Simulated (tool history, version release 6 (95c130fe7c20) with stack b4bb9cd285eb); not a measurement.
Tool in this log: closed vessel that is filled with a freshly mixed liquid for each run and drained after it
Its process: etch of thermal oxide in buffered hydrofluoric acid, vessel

run  hour  temperature setpoint of the liquid (K)  parts of 40 % ammonium fluoride to one part of 49 % hydrofluoric acid (parts by volume)  time in the liquid (s)  thickness taken off the thermal oxide on a monitor wafer (Å)
  1     0                                  296.15                                                                                       15                      90                                                        650.44
  2   1.5                                  297.65                                                                                       15                      90                                                        712.04
  3   2.8                                  298.65                                                                                     14.5                      90                                                         780.3
  4     9                                  298.65                                                                                     10.5                      90                                                        1068.3
  5  10.5                                  298.65                                                                                      8.5                      90                                                        1274.1
  6  18.7                                  295.65                                                                                      8.5                      90                                                        1068.3
  7  21.1                                  296.15                                                                                      8.5                      90                                                        1111.9

Run 8 comes next. What will it give?
  8  27.2                                  297.15                                                                                      8.5                      90                                                             ?

thickness taken off the thermal oxide on a monitor wafer (Å): 1181.2
